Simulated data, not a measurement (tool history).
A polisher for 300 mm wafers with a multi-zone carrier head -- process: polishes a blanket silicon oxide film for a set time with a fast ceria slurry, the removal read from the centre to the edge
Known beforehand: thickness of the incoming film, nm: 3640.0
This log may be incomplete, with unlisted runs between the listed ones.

run	day	flow of slurry (ml/min)	pressure of the head's centre zone	pressure of the head's middle zone	pressure of the head's edge zone	polishing time (s)	film removed at the wafer's centre (Å)	film removed at mid-radius (Å)	film removed at the wafer's edge (Å)
1	0.000	240	1.00	1.00	1.00	57	10907.0	10848.0	11103.0
2	0.062	235	0.98	0.99	0.98	53	9918.7	9972.1	10260.0
3	0.358	235	0.98	0.99	0.98	66	12525.0	12756.0	13129.0
4	0.554	230	0.96	0.98	0.97	61	11405.0	11666.0	11778.0
5	0.750	225	0.94	0.97	0.98	56	10247.0	10525.0	10687.0
6	0.938	225	0.92	0.96	0.99	52	9353.1	9702.6	10155.0
7	1.158	220	0.91	0.95	0.98	48	8500.6	8914.1	9377.3
8	1.242	215	0.90	0.94	0.97	45	7756.5	8177.6	8691.9
9	1.492	210	0.90	0.93	0.95	43	7438.4	7705.9	7991.5

Run 10, settings as shown, results not yet in. Your forecast:
10	1.850	170	0.81	0.85	0.91	34	?	?	?

film removed at the wafer's centre (Å): 5339.0
film removed at mid-radius (Å): 5583.8
film removed at the wafer's edge (Å): 6280.9
